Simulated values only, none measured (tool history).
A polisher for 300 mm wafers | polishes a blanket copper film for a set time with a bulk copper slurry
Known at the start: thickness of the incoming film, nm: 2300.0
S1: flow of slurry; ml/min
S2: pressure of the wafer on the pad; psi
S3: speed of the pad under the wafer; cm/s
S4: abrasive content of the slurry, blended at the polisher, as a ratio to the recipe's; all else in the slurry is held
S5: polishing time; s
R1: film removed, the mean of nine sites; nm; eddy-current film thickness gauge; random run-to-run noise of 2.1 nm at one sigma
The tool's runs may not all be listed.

run,hour,S1,S2,S3,S4,S5,R1
1,0.0,260,3.4,130,1.00,28,471.90
2,8.1,260,3.4,112,1.00,28,405.47
3,10.0,260,3.4,112,0.85,28,385.98
4,15.0,260,3.3,112,0.85,28,379.44
5,17.9,260,3.2,112,0.85,28,368.51
6,23.3,260,3.2,112,1.00,28,385.57
7,30.7,260,3.1,112,1.00,28,371.44
8,31.9,250,2.1,110,1.00,28,257.90

Estimate the outcome of run 9 from the log above:
9,34.6,255,2.1,110,1.00,28,?

Run 9 measured R1 263.68 nm.

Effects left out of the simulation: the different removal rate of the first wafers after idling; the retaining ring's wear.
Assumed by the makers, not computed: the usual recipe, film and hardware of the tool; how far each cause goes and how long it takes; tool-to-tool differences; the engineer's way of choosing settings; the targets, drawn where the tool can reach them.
